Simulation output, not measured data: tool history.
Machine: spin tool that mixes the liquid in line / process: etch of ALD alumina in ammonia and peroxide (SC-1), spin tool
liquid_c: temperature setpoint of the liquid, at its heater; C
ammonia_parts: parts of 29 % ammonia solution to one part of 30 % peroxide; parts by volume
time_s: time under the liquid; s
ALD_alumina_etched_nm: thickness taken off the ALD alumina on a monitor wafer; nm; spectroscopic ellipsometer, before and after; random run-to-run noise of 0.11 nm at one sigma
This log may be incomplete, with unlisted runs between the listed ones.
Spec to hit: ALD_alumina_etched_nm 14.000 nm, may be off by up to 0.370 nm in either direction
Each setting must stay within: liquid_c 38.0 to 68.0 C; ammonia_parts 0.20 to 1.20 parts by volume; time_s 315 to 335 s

| run | hour | liquid_c | ammonia_parts | time_s | ALD_alumina_etched_nm |
|---|---|---|---|---|---|
| 1 | 0.0 | 52.0 | 1.00 | 315 | 18.427 |
| 2 | 7.1 | 45.5 | 1.00 | 315 | 12.864 |
| 3 | 13.7 | 46.0 | 1.00 | 315 | 13.127 |
| 4 | 22.3 | 46.0 | 0.70 | 315 | 12.821 |
| 5 | 27.9 | 51.5 | 0.70 | 315 | 17.032 |
| 6 | 34.1 | 50.5 | 0.70 | 315 | 16.327 |
| 7 | 35.6 | 49.5 | 0.70 | 315 | 15.715 |
| 8 | 44.3 | 49.0 | 0.70 | 315 | 15.042 |
| 9 | 50.5 | 48.5 | 0.70 | 315 | 14.781 |

Exactly one of the 4 candidate moves below puts every result within its allowed miss. Which one?
| A | 56.7 | 46.5 | 0.60 | 320 | ? |
| B | 56.7 | 46.5 | 0.90 | 330 | ? |
| C | 56.7 | 49.0 | 0.60 | 315 | ? |
| D | 56.7 | 49.5 | 0.65 | 325 | ? |

| move | ALD_alumina_etched_nm |
|---|---|
| A | 13.163 |
| B | 14.111 |
| C | 14.901 |
| D | 15.926 |
A: takes the biggest miss from the last run beyond its target
B: every result within its allowed miss
C: further off than the last run
D: further off than the last run
Go with B: it meets all targets.
